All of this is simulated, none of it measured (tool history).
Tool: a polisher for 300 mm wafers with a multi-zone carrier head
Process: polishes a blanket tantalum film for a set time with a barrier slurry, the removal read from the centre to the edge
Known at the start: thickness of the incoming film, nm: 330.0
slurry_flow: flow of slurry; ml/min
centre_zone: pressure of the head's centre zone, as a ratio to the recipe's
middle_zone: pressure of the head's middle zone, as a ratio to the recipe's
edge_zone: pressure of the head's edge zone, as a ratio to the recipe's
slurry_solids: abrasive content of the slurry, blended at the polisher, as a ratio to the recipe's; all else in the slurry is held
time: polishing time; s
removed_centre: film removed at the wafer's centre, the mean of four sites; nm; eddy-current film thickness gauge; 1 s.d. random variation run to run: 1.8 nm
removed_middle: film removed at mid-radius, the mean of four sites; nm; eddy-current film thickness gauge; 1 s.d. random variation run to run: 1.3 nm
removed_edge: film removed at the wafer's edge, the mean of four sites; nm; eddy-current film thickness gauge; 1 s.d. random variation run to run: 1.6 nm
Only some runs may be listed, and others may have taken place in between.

run	hour	slurry_flow	centre_zone	middle_zone	edge_zone	slurry_solids	time	removed_centre	removed_middle	removed_edge
1	0	225	1	1	1	1	78	117.77	119.01	116.67
2	1	195	1	1	1	1	78	113.7	115.68	115.61
3	8.4	160	1	1	1	1	78	108.42	114.57	115.3
4	13	160	1	0.95	1	1	78	110.44	109.11	114.61
5	15	155	1.01	0.94	1.05	1.15	80	118.57	113.79	124.04
6	20.8	155	1.01	0.94	1.05	1.15	66	97.375	94.274	101.04

Run 7, settings as shown, results not yet in. Your forecast:
7	28.2	150	1.01	0.93	1.08	1.25	74	?	?	?

{"run 7": {"removed_centre": 109.46, "removed_middle": 108.64, "removed_edge": 116.95}}

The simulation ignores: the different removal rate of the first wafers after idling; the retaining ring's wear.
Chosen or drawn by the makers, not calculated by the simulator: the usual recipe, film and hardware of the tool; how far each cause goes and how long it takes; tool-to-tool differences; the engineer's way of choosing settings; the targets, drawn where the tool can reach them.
